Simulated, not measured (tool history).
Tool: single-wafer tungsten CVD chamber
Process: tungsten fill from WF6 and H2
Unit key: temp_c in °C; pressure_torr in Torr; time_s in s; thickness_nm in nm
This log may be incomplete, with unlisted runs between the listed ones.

Run 1, day 0: temp_c 385 °C, pressure_torr 54.1 Torr, time_s 11.93 s. Result: thickness_nm 32.73 nm.
Run 2, day 0.162: temp_c 391 °C, pressure_torr 54.4 Torr, time_s 11.93 s. Result: thickness_nm 36.276 nm.
Run 3, day 0.2: temp_c 401 °C, pressure_torr 54.4 Torr, time_s 11.93 s. Result: thickness_nm 42.871 nm.
Run 4, day 0.533: temp_c 394 °C, pressure_torr 54.4 Torr, time_s 11.93 s. Result: thickness_nm 38.203 nm.
Run 5, day 0.7: temp_c 394 °C, pressure_torr 45.4 Torr, time_s 11.93 s. Result: thickness_nm 34.148 nm.
Run 6, day 0.892: temp_c 388 °C, pressure_torr 45.4 Torr, time_s 11.93 s. Result: thickness_nm 30.877 nm.
Run 7, day 1.238: temp_c 400 °C, pressure_torr 55.9 Torr, time_s 12.06 s. Result: thickness_nm 43.179 nm.
Run 8, day 1.592: temp_c 402 °C, pressure_torr 56 Torr, time_s 12.06 s. Result: thickness_nm 44.599 nm.

Run 9, settings as shown, results not yet in. Your forecast:
Run 9, day 1.671: temp_c 403 °C, pressure_torr 56.1 Torr, time_s 12.06 s. Result: thickness_nm ?.

Run 9 came out at thickness_nm 45.563 nm.
